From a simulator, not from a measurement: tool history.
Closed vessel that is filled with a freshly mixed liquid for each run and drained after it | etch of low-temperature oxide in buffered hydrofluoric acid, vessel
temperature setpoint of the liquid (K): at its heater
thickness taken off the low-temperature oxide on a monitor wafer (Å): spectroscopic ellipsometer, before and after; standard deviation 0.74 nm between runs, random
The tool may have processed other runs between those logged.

run	day	temperature setpoint of the liquid (K)	parts of 40 % ammonium fluoride to one part of 49 % hydrofluoric acid (parts by volume)	time in the liquid (s)	thickness taken off the low-temperature oxide on a monitor wafer (Å)
1	0	295.15	17.5	85	1233.8
2	0.233	293.65	19	85	1060.2
3	0.358	293.65	22	85	934.01
4	0.629	292.65	22	85	893.49
5	0.842	294.65	22	85	1001.2
6	0.988	293.15	22	85	896.88

For run 7, what comes out?
7	1.229	292.15	22	85	?

Run 7 measured thickness taken off the low-temperature oxide on a monitor wafer (Å) 876.66.
